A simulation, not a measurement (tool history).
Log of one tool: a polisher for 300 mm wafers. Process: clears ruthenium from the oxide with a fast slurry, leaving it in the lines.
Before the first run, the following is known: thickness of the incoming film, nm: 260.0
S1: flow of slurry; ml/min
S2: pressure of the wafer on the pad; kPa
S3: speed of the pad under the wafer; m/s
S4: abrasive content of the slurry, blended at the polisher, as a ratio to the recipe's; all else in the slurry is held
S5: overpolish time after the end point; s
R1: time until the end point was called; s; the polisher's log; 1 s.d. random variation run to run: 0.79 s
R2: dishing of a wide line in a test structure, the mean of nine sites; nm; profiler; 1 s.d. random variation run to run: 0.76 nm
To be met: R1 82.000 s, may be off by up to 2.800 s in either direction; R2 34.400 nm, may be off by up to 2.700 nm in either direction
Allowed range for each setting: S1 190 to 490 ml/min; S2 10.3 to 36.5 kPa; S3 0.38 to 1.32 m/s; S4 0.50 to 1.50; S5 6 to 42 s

run,hour,S1,S2,S3,S4,S5,R1,R2
1,0.0,315,23.4,0.84,1.00,21,68.395,53.126
2,6.9,315,23.4,0.92,1.00,21,62.467,54.841
3,8.2,315,23.4,0.92,1.10,21,59.412,57.255
4,10.6,315,23.4,0.92,1.10,25,59.282,63.994
5,19.4,315,23.4,0.92,1.10,29,60.024,69.670
6,26.7,315,23.4,0.92,1.10,36,59.010,79.169
7,30.5,315,22.1,0.92,1.10,31,62.236,69.270
8,37.4,315,20.7,0.92,1.10,27,65.399,63.324
9,42.9,315,20.0,0.92,1.10,23,66.978,56.297
10,46.9,315,19.3,0.92,1.10,20,69.312,52.217
11,49.4,315,15.2,0.90,1.10,10,84.632,24.839
# hour 53.9: head pressure recalibrated
12,53.9,315,16.5,0.88,1.10,17,86.776,37.001
13,58.6,315,16.5,0.88,1.10,16,87.115,36.540
14,62.2,315,17.2,0.88,1.10,14,85.638,34.114

Which one of the following 4 next-run settings gets every result inside its allowed miss? There is exactly one.
A,65.8,305,15.2,0.94,1.10,15,?,?
B,65.8,355,15.9,0.92,1.25,16,?,?
C,65.8,385,20.7,0.86,0.90,14,?,?
D,65.8,315,17.9,1.06,0.95,16,?,?

move,R1,R2
A,90.134,35.012
B,83.433,39.200
C,84.398,34.920
D,75.847,42.200
A: further off than the last run
B: brings the result that was furthest off to its target, and leaves another outside
C: every result within its allowed miss
D: pushes the last run's worst result past its target
C is the move that brings every result within its allowed miss.

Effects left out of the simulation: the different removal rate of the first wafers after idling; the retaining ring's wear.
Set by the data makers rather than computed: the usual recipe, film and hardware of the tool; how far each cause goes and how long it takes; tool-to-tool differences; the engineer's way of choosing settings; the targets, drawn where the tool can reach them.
